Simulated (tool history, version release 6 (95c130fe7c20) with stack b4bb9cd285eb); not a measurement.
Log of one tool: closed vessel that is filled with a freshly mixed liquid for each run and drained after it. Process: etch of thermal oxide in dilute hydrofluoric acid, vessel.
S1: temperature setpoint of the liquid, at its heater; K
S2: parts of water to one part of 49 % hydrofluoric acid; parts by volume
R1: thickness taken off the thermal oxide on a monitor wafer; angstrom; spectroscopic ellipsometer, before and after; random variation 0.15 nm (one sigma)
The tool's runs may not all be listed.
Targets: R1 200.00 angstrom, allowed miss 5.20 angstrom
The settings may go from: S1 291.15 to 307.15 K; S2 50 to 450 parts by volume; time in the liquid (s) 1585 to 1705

Run 1, hour 0.0: S1 299.15 K, S2 250 parts by volume, time in the liquid (s) 1585. Result: R1 263.49 angstrom.
Run 2, hour 8.6: S1 297.15 K, S2 250 parts by volume, time in the liquid (s) 1585. Result: R1 242.48 angstrom.
Run 3, hour 14.0: S1 297.15 K, S2 170 parts by volume, time in the liquid (s) 1585. Result: R1 389.75 angstrom.
Run 4, hour 19.7: S1 294.15 K, S2 170 parts by volume, time in the liquid (s) 1585. Result: R1 345.00 angstrom.
Run 5, hour 28.8: S1 293.15 K, S2 190 parts by volume, time in the liquid (s) 1585. Result: R1 292.27 angstrom.
Run 6, hour 37.4: S1 292.65 K, S2 205 parts by volume, time in the liquid (s) 1585. Result: R1 260.76 angstrom.
Run 7, hour 39.8: S1 292.15 K, S2 215 parts by volume, time in the liquid (s) 1585. Result: R1 240.79 angstrom.
Run 8, hour 44.2: S1 291.65 K, S2 220 parts by volume, time in the liquid (s) 1585. Result: R1 226.87 angstrom.
Run 9, hour 48.8: S1 291.65 K, S2 225 parts by volume, time in the liquid (s) 1585. Result: R1 226.33 angstrom.
Run 10, hour 57.1: S1 291.65 K, S2 230 parts by volume, time in the liquid (s) 1585. Result: R1 221.55 angstrom.
Run 11, hour 66.4: S1 291.65 K, S2 235 parts by volume, time in the liquid (s) 1585. Result: R1 216.38 angstrom.
Run 12, hour 68.5: S1 291.65 K, S2 240 parts by volume, time in the liquid (s) 1585. Result: R1 209.17 angstrom.

Which of these 5 next moves meets every target?
Run A, hour 70.6: S1 291.15 K, S2 260 parts by volume, time in the liquid (s) 1585. Result: R1 ?.
Run B, hour 70.6: S1 291.15 K, S2 265 parts by volume, time in the liquid (s) 1660. Result: R1 ?.
Run C, hour 70.6: S1 292.15 K, S2 270 parts by volume, time in the liquid (s) 1645. Result: R1 ?.
Run D, hour 70.6: S1 295.15 K, S2 285 parts by volume, time in the liquid (s) 1675. Result: R1 ?.
Run E, hour 70.6: S1 293.15 K, S2 285 parts by volume, time in the liquid (s) 1655. Result: R1 ?.

move      R1
   A  186.81
   B  191.11
   C  192.19
   D  204.16
   E  187.57
A: takes the result that was furthest off past its target
B: takes the result that was furthest off past its target
C: takes the result that was furthest off past its target
D: meets every target
E: takes the result that was furthest off past its target
The right move is D.
